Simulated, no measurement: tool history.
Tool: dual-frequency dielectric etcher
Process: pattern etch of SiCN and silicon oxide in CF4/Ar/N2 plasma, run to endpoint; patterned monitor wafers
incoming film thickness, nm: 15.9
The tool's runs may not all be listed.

| run | hour | source power (W) | bias power (W) | Ar flow (sccm) | CF4 flow (sccm) | endpoint time (s) |
|---|---|---|---|---|---|---|
| 1 | 0.0 | 500 | 90 | 91 | 72 | 14.748 |
| 2 | 2.7 | 560 | 94 | 90 | 72 | 12.704 |
| 3 | 9.9 | 490 | 94 | 90 | 72 | 14.838 |
| 4 | 14.3 | 550 | 95 | 90 | 72 | 12.995 |
| 5 | 16.5 | 550 | 95 | 90 | 79 | 12.796 |
| 6 | 19.3 | 590 | 95 | 90 | 79 | 11.880 |

Forecast run 7:
| 7 | 21.4 | 620 | 95 | 90 | 79 | ? |

{"run 7": {"endpoint time (s)": 11.261}}
